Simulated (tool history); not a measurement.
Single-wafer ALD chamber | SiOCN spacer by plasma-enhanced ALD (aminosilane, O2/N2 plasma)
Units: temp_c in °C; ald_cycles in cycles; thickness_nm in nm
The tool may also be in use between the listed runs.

Run 1, hour 0.0: temp_c 380 °C, ald_cycles 71 cycles. Result: thickness_nm 4.3028 nm.
Run 2, hour 4.5: temp_c 376 °C, ald_cycles 71 cycles. Result: thickness_nm 4.3103 nm.
Run 3, hour 8.1: temp_c 376 °C, ald_cycles 64 cycles. Result: thickness_nm 3.8742 nm.
Run 4, hour 16.0: temp_c 376 °C, ald_cycles 70 cycles. Result: thickness_nm 4.2492 nm.
Run 5, hour 19.5: temp_c 376 °C, ald_cycles 72 cycles. Result: thickness_nm 4.3627 nm.
Run 6, hour 23.4: temp_c 376 °C, ald_cycles 74 cycles. Result: thickness_nm 4.4939 nm.
Run 7, hour 26.6: temp_c 376 °C, ald_cycles 75 cycles. Result: thickness_nm 4.5165 nm.
Run 8, hour 27.6: temp_c 376 °C, ald_cycles 77 cycles. Result: thickness_nm 4.6724 nm.

Run 9 comes next. What will it give?
Run 9, hour 35.2: temp_c 376 °C, ald_cycles 78 cycles. Result: thickness_nm ?.

thickness_nm: 4.7324 nm
